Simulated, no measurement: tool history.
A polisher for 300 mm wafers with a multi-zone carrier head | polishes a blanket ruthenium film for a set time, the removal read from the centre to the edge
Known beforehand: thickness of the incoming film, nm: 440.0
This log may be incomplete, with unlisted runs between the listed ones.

run,day,flow of slurry (ml/min),pressure of the head's centre zone,pressure of the head's middle zone,pressure of the head's edge zone,polishing time (s),film removed at the wafer's centre (nm),film removed at mid-radius (nm),film removed at the wafer's edge (nm)
1,0.000,265,1.00,1.00,1.00,56,68.302,71.849,71.556
2,0.183,265,1.00,1.07,1.00,56,69.168,76.635,71.080
3,0.279,275,1.03,1.07,1.03,59,74.887,80.586,76.251
4,0.425,280,1.06,1.08,1.05,61,79.958,84.831,80.654
5,0.467,280,1.06,1.08,1.05,53,68.970,73.348,70.768
# day 0.508: slurry nozzle cleaned
6,0.508,280,1.06,1.08,1.00,53,70.734,74.876,69.475
7,0.592,290,1.08,1.08,1.02,56,78.333,78.842,75.087

Run 8 is up next; what results do you expect?
8,0.742,305,1.10,1.09,1.05,58,?,?,?

Run 8 produced film removed at the wafer's centre (nm) 81.889, film removed at mid-radius (nm) 85.710, film removed at the wafer's edge (nm) 78.521.
